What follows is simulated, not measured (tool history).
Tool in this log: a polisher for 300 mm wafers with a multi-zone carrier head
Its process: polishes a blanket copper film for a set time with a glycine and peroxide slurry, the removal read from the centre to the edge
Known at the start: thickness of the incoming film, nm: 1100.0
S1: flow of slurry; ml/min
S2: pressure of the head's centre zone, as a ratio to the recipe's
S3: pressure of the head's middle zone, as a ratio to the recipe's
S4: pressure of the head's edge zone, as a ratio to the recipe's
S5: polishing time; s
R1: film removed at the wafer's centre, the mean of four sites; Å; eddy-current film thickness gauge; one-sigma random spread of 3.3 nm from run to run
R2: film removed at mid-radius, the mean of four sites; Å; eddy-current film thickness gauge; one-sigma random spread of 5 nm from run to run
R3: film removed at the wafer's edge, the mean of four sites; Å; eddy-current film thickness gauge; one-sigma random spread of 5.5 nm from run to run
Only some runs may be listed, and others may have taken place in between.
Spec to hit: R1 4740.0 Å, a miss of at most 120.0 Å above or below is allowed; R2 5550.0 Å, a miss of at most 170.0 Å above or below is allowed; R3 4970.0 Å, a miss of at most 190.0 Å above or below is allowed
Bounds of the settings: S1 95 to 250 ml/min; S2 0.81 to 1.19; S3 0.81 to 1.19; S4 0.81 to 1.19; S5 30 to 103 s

run,hour,S1,S2,S3,S4,S5,R1,R2,R3
1,0.0,160,1.00,1.00,1.00,66,4137.4,4079.2,4053.5
2,0.8,160,1.00,1.00,0.97,66,4158.9,4098.8,4009.2
3,4.7,160,1.00,0.92,0.97,66,4213.6,3785.5,3951.4
4,9.9,140,1.00,0.92,0.97,66,4012.1,3724.8,3934.4
5,10.7,105,1.00,0.92,0.97,66,3710.9,3450.7,3713.1
6,19.4,105,1.00,0.92,1.02,66,3718.1,3393.7,3828.4
7,26.8,135,0.99,0.98,1.04,67,3979.7,3987.6,4074.0
8,28.9,160,0.98,1.00,1.07,67,4137.3,4181.6,4258.1
9,37.0,205,0.94,1.10,1.17,70,4328.3,4953.2,4787.2
10,45.4,215,0.95,1.12,1.17,70,4351.4,5051.5,4715.8
11,47.9,220,0.96,1.13,1.17,71,4524.4,5069.9,4976.2
12,50.6,220,0.96,1.15,1.13,72,4650.2,5301.1,4857.2
13,59.5,225,0.96,1.16,1.13,72,4633.5,5391.0,4953.8

Below are 5 possible settings for the next run. Only one of them brings all results inside the allowed miss of their targets. Which is it?
A,68.4,215,0.87,1.06,1.19,75,?,?,?
B,68.4,220,0.90,1.05,1.18,76,?,?,?
C,68.4,235,0.91,1.13,1.17,72,?,?,?
D,68.4,245,0.95,1.05,1.10,73,?,?,?
E,68.4,235,0.95,1.17,1.10,74,?,?,?

move,R1,R2,R3
A,4388.8,5075.3,5203.1
B,4617.9,5117.8,5262.2
C,4468.9,5200.7,4989.8
D,4756.3,4982.9,4925.4
E,4798.0,5504.2,4965.9
A: its largest miss is bigger than the last run's
B: its largest miss is bigger than the last run's
C: its largest miss is bigger than the last run's
D: its largest miss is bigger than the last run's
E: meets every target
E meets every target.

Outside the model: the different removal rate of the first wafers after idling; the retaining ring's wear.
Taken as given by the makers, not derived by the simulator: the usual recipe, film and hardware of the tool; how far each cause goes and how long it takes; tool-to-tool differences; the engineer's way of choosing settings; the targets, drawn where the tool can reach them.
